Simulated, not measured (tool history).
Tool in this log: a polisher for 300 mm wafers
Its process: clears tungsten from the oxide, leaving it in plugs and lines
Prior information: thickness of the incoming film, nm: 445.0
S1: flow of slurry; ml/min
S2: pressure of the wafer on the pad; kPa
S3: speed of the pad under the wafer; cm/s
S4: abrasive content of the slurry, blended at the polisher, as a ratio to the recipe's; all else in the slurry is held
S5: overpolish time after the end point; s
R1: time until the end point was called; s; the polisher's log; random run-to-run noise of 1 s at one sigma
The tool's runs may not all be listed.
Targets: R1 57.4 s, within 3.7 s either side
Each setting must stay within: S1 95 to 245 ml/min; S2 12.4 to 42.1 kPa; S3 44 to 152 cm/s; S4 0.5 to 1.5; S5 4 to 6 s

{"run": 1, "hour": 0.0, "S1": 155, "S2": 26.9, "S3": 98, "S4": 1, "S5": 6, "R1": 83.571}
{"run": 2, "hour": 3.1, "S1": 155, "S2": 26.9, "S3": 84, "S4": 1, "S5": 6, "R1": 99.818}
{"run": 3, "hour": 8.1, "S1": 155, "S2": 26.9, "S3": 84, "S4": 1, "S5": 4, "R1": 99.903}
{"run": 4, "hour": 10.5, "S1": 155, "S2": 29.6, "S3": 84, "S4": 1, "S5": 4, "R1": 93.094}
{"run": 5, "hour": 11.9, "S1": 155, "S2": 29.6, "S3": 70, "S4": 1, "S5": 4, "R1": 110.06}
{"run": 6, "hour": 19.3, "S1": 155, "S2": 33.1, "S3": 76, "S4": 1, "S5": 4, "R1": 86.48}
{"run": 7, "hour": 25.2, "S1": 155, "S2": 35.2, "S3": 76, "S4": 1, "S5": 4, "R1": 84.82}
{"run": 8, "hour": 28.8, "S1": 160, "S2": 42.1, "S3": 102, "S4": 1.05, "S5": 4, "R1": 53.147}
{"run": 9, "hour": 35.2, "S1": 160, "S2": 42.1, "S3": 102, "S4": 1.05, "S5": 4, "R1": 53.365}

Exercise: of the 5 proposed moves below, exactly one satisfies all targets within the stated allowed misses. Which move is it?
{"run": "A", "hour": 41.6, "S1": 140, "S2": 42.1, "S3": 126, "S4": 1, "S5": 4, "R1": "?"}
{"run": "B", "hour": 41.6, "S1": 115, "S2": 40, "S3": 110, "S4": 1.05, "S5": 6, "R1": "?"}
{"run": "C", "hour": 41.6, "S1": 180, "S2": 42.1, "S3": 126, "S4": 0.8, "S5": 4, "R1": "?"}
{"run": "D", "hour": 41.6, "S1": 170, "S2": 42.1, "S3": 110, "S4": 1, "S5": 5, "R1": "?"}
{"run": "E", "hour": 41.6, "S1": 140, "S2": 41.4, "S3": 118, "S4": 1, "S5": 4, "R1": "?"}

move=A R1=46.454
move=B R1=57.103
move=C R1=48.055
move=D R1=50.96
move=E R1=50.235
A: the biggest miss grows against the last run
B: every result lands within tolerance
C: the biggest miss grows against the last run
D: the biggest miss grows against the last run
E: the biggest miss grows against the last run
B is the move that brings every result within its allowed miss.

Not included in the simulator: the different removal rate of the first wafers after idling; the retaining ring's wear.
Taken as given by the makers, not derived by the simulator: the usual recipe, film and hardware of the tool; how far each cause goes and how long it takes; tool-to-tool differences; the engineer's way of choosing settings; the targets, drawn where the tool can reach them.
